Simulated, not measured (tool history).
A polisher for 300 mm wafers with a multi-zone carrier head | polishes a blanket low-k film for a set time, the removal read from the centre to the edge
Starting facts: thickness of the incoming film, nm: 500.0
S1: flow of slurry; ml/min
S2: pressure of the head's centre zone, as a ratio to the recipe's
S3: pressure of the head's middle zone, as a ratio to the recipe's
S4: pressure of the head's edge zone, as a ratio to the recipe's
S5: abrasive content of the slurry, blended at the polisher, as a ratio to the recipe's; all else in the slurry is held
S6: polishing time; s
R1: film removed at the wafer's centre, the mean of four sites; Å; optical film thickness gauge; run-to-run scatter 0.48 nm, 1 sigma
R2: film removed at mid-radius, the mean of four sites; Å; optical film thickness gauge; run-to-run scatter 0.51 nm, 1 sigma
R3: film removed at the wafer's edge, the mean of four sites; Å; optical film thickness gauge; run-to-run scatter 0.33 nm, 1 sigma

Run 1, hour 0.0: S1 130 ml/min, S2 1.00, S3 1.00, S4 1.00, S5 1.0, S6 83 s. Result: R1 324.86 Å, R2 364.27 Å, R3 373.52 Å.
Run 2, hour 8.7: S1 130 ml/min, S2 1.00, S3 1.00, S4 1.00, S5 1.1, S6 83 s. Result: R1 336.28 Å, R2 378.98 Å, R3 385.83 Å.
Run 3, hour 11.2: S1 130 ml/min, S2 1.03, S3 1.00, S4 1.00, S5 1.1, S6 83 s. Result: R1 354.11 Å, R2 385.85 Å, R3 382.61 Å.
Run 4, hour 18.4: S1 130 ml/min, S2 0.95, S3 1.00, S4 1.00, S5 1.1, S6 83 s. Result: R1 316.60 Å, R2 383.32 Å, R3 383.67 Å.
Run 5, hour 23.8: S1 130 ml/min, S2 0.95, S3 1.00, S4 1.03, S5 1.1, S6 83 s. Result: R1 323.16 Å, R2 388.93 Å, R3 391.01 Å.
Run 6, hour 31.8: S1 130 ml/min, S2 0.99, S3 1.00, S4 1.03, S5 1.1, S6 83 s. Result: R1 331.02 Å, R2 377.42 Å, R3 397.17 Å.
At hour 38.1: centre zone pressure recalibrated.
Run 7, hour 38.1: S1 140 ml/min, S2 1.02, S3 1.00, S4 1.04, S5 1.1, S6 83 s. Result: R1 394.98 Å, R2 392.43 Å, R3 399.15 Å.
Run 8, hour 38.8: S1 140 ml/min, S2 1.01, S3 1.00, S4 1.07, S5 1.1, S6 83 s. Result: R1 386.35 Å, R2 404.70 Å, R3 404.04 Å.
Run 9, hour 40.7: S1 140 ml/min, S2 1.01, S3 0.98, S4 1.09, S5 1.1, S6 83 s. Result: R1 389.30 Å, R2 388.77 Å, R3 409.27 Å.

Run 10 has not been measured yet. What should we expect?
Run 10, hour 47.2: S1 140 ml/min, S2 1.00, S3 0.97, S4 1.11, S5 1.1, S6 83 s. Result: R1 ?, R2 ?, R3 ?.

R1: 392.52 Å
R2: 381.98 Å
R3: 417.92 Å
